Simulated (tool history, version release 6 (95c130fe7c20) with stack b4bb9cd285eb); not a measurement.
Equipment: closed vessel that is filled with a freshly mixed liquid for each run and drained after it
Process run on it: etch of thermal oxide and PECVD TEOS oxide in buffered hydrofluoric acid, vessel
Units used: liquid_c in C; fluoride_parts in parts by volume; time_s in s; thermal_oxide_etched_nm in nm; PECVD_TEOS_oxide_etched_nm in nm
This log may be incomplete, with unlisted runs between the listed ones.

run	day	liquid_c	fluoride_parts	time_s	thermal_oxide_etched_nm	PECVD_TEOS_oxide_etched_nm
1	0	22	16.5	60	35.654	45.097
2	0.312	24	14	60	46.909	59.334
3	0.412	25.5	12.5	60	56.504	71.11
4	0.438	22.5	12.5	60	47.855	59.868
5	0.562	24.5	11.5	60	58.5	73.372
6	0.588	23.5	11.5	60	55.649	69.05
7	0.625	25.5	10.5	60	67.899	85.263

Run 8 has not been measured yet. What should we expect?
8	0.85	27	10	60	?	?

{"run 8": {"thermal_oxide_etched_nm": 75.976, "PECVD_TEOS_oxide_etched_nm": 96.372}}
